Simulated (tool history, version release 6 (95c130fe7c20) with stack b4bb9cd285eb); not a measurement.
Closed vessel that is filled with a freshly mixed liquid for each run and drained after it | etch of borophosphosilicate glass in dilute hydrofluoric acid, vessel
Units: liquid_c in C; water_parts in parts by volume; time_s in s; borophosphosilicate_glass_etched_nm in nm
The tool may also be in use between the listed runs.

run    day  liquid_c  water_parts  time_s  borophosphosilicate_glass_etched_nm
  1  0.000      23.0          160      35                              10.4990
  2  0.033      23.0          160      35                              10.5510
  3  0.142      22.0          170      35                               9.4019
  4  0.396      24.0          170      35                              10.2190
  5  0.579      23.0          180      35                               9.0992
  6  0.858      26.5          180      35                              10.5910
  7  0.979      25.0          190      35                               9.2782
  8  1.229      24.0          195      35                               8.5167
  9  1.362      23.0          200      35                               8.0174
 10  1.396      22.0          205      35                               7.4559
 11  1.525      22.0          205      35                               7.4508
 12  1.571      21.5          210      35                               7.1654

The next listed run, before its measurement:
 13  1.883      21.0          215      35                                    ?

{"run 13": {"borophosphosilicate_glass_etched_nm": 6.8339}}

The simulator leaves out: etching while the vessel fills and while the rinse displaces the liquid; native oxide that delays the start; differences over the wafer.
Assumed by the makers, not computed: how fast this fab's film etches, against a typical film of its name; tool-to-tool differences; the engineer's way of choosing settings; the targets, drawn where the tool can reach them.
